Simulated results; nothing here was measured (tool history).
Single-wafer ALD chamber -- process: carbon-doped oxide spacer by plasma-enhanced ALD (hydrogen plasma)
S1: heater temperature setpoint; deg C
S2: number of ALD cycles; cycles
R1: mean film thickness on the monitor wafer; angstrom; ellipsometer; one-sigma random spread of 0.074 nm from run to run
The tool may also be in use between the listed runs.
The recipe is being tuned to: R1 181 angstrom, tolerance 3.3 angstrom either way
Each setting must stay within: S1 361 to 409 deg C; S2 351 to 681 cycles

run  hour   S1   S2      R1
  1     0  385  516  247.08
  2   7.5  393  516  245.18
  3  14.1  393  469  224.11
  4  15.7  393  435  207.66
  5  23.4  385  435  206.57
  6  24.4  385  463  220.12
  7  27.9  385  446   211.9
  8  36.8  385  433   207.1
  9  45.7  385  421  199.84
 10  53.4  385  413  195.68
 11  60.2  385  407  193.27
 12  68.7  385  402  191.75
 13  76.7  385  397  189.12
 14  78.1  385  394  187.84
 15  86.8  385  391  185.49

Exactly one of the 4 candidate moves below puts every result within its allowed miss. Which one?
  A  95.5  389  410   ?
  B  95.5  372  380   ?
  C  95.5  394  408   ?
  D  95.5  379  404   ?

move      R1
   A  192.84
   B  178.73
   C  191.89
   D  190.01
A: lands further from the targets than the last run did
B: every result lands within tolerance
C: lands further from the targets than the last run did
D: lands further from the targets than the last run did
Answer: B
